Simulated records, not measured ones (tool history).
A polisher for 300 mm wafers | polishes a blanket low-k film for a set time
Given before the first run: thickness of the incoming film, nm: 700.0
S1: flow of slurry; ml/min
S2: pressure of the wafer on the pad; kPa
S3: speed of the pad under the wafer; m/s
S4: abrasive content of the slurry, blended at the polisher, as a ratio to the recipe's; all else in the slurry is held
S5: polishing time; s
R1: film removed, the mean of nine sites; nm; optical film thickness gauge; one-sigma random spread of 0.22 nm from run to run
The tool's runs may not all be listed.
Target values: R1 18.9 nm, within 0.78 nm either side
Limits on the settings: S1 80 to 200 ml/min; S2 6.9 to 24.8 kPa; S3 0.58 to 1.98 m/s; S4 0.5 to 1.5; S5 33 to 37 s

Run 1, hour 0: S1 130 ml/min, S2 15.9 kPa, S3 1.28 m/s, S4 1, S5 37 s. Result: R1 25.646 nm.
Run 2, hour 4.7: S1 110 ml/min, S2 15.9 kPa, S3 1.28 m/s, S4 1, S5 37 s. Result: R1 25.047 nm.
Run 3, hour 9.7: S1 110 ml/min, S2 15.2 kPa, S3 1.28 m/s, S4 1, S5 37 s. Result: R1 23.908 nm.
Run 4, hour 16.5: S1 140 ml/min, S2 15.2 kPa, S3 1.28 m/s, S4 1, S5 37 s. Result: R1 24.938 nm.
Run 5, hour 18.1: S1 140 ml/min, S2 15.2 kPa, S3 1.28 m/s, S4 1.1, S5 37 s. Result: R1 25.463 nm.
Run 6, hour 18.9: S1 140 ml/min, S2 14.5 kPa, S3 1.28 m/s, S4 1.1, S5 37 s. Result: R1 24.771 nm.
Run 7, hour 27.9: S1 140 ml/min, S2 13.8 kPa, S3 1.28 m/s, S4 1.1, S5 37 s. Result: R1 23.784 nm.
Run 8, hour 30.9: S1 140 ml/min, S2 13.1 kPa, S3 1.28 m/s, S4 1.1, S5 37 s. Result: R1 22.861 nm.
Run 9, hour 33.3: S1 140 ml/min, S2 12.4 kPa, S3 1.28 m/s, S4 1.1, S5 37 s. Result: R1 21.365 nm.
Run 10, hour 38.5: S1 135 ml/min, S2 11.7 kPa, S3 1.28 m/s, S4 1.1, S5 37 s. Result: R1 19.741 nm.
Run 11, hour 45.8: S1 130 ml/min, S2 11.7 kPa, S3 1.28 m/s, S4 1.1, S5 37 s. Result: R1 19.788 nm.
Run 12, hour 49.4: S1 125 ml/min, S2 11.7 kPa, S3 1.28 m/s, S4 1.1, S5 37 s. Result: R1 20.02 nm.

Below are 4 possible settings for the next run. Only one of them brings all results inside the allowed miss of their targets. Which is it?
Run A, hour 53: S1 180 ml/min, S2 8.3 kPa, S3 1.42 m/s, S4 1.25, S5 36 s. Result: R1 ?.
Run B, hour 53: S1 110 ml/min, S2 10.3 kPa, S3 1.44 m/s, S4 1.25, S5 34 s. Result: R1 ?.
Run C, hour 53: S1 110 ml/min, S2 12.4 kPa, S3 1.26 m/s, S4 1.15, S5 36 s. Result: R1 ?.
Run D, hour 53: S1 165 ml/min, S2 11 kPa, S3 1.3 m/s, S4 1.3, S5 36 s. Result: R1 ?.

move      R1
   A  16.691
   B  18.457
   C  20.216
   D  20.546
A: moves the result that the last run missed by most past its target, out the other side
B: every result within its allowed miss
C: further off than the last run
D: further off than the last run
Answer: B
